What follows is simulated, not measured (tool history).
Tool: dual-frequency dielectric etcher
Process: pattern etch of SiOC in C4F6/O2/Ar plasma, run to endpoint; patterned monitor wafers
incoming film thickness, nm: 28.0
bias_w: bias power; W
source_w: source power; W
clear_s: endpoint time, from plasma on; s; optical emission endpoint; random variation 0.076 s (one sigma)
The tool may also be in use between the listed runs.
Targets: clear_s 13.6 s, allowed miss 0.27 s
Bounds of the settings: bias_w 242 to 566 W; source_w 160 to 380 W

| run | hour | bias_w | source_w | clear_s |
|---|---|---|---|---|
| 1 | 0 | 404 | 270 | 10.55 |
| 2 | 2.7 | 474 | 270 | 9.6091 |
| 3 | 9.8 | 474 | 230 | 10.567 |
| 4 | 16.6 | 537 | 230 | 9.8632 |
| 5 | 19.3 | 537 | 280 | 8.8425 |
| 6 | 23.2 | 474 | 280 | 9.4366 |
| 7 | 25 | 412 | 260 | 10.547 |
| 8 | 32.6 | 367 | 250 | 11.514 |
| 9 | 34.3 | 334 | 250 | 12.06 |
| 10 | 40.3 | 310 | 250 | 12.694 |
| 11 | 41.3 | 310 | 250 | 12.542 |
| 12 | 41.9 | 242 | 230 | 15.207 |
| 13 | 47.8 | 259 | 230 | 14.755 |
| 14 | 49.2 | 272 | 230 | 14.337 |
| 15 | 52.4 | 318 | 230 | 13.074 |
| 16 | 61 | 311 | 230 | 13.314 |
| 17 | 62.8 | 311 | 230 | 13.225 |

Which of these 4 next moves meets every target?
| A | 64.6 | 270 | 280 | ? |
| B | 64.6 | 334 | 230 | ? |
| C | 64.6 | 302 | 260 | ? |
| D | 64.6 | 252 | 270 | ? |

| move | clear_s |
|---|---|
| A | 12.702 |
| B | 12.665 |
| C | 12.438 |
| D | 13.513 |
A: further off than the last run
B: further off than the last run
C: further off than the last run
D: meets every target
Answer: D

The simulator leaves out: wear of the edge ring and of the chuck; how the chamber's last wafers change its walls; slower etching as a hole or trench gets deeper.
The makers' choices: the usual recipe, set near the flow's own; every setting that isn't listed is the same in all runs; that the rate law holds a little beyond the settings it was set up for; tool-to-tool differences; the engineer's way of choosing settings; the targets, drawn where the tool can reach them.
